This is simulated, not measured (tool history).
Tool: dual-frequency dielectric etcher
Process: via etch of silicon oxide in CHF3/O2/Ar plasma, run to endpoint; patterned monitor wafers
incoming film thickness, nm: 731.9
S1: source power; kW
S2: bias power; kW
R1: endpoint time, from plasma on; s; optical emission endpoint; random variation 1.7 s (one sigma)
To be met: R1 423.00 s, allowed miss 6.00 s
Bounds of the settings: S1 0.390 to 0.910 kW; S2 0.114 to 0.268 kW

Run 1, hour 0.0: S1 0.650 kW, S2 0.191 kW. Result: R1 386.95 s.
Run 2, hour 3.0: S1 0.620 kW, S2 0.190 kW. Result: R1 397.74 s.
Run 3, hour 9.8: S1 0.620 kW, S2 0.222 kW. Result: R1 369.44 s.
Run 4, hour 13.9: S1 0.570 kW, S2 0.221 kW. Result: R1 385.99 s.
Run 5, hour 22.4: S1 0.540 kW, S2 0.220 kW. Result: R1 395.36 s.
Run 6, hour 29.4: S1 0.580 kW, S2 0.220 kW. Result: R1 382.79 s.
Run 7, hour 33.1: S1 0.550 kW, S2 0.219 kW. Result: R1 394.41 s.
Run 8, hour 37.3: S1 0.530 kW, S2 0.219 kW. Result: R1 401.73 s.
Run 9, hour 40.0: S1 0.520 kW, S2 0.219 kW. Result: R1 404.46 s.
Run 10, hour 40.7: S1 0.510 kW, S2 0.219 kW. Result: R1 408.25 s.
Run 11, hour 47.1: S1 0.500 kW, S2 0.219 kW. Result: R1 411.48 s.
Run 12, hour 53.6: S1 0.490 kW, S2 0.219 kW. Result: R1 415.67 s.

4 next moves are on the table. One of them brings every result within its allowed miss. Which?
Run A, hour 60.1: S1 0.500 kW, S2 0.223 kW. Result: R1 ?.
Run B, hour 60.1: S1 0.430 kW, S2 0.241 kW. Result: R1 ?.
Run C, hour 60.1: S1 0.490 kW, S2 0.236 kW. Result: R1 ?.
Run D, hour 60.1: S1 0.480 kW, S2 0.236 kW. Result: R1 ?.

move      R1
   A  409.48
   B  424.97
   C  403.52
   D  407.36
A: further off than the last run
B: meets every target
C: further off than the last run
D: further off than the last run
Move B is the one to make.
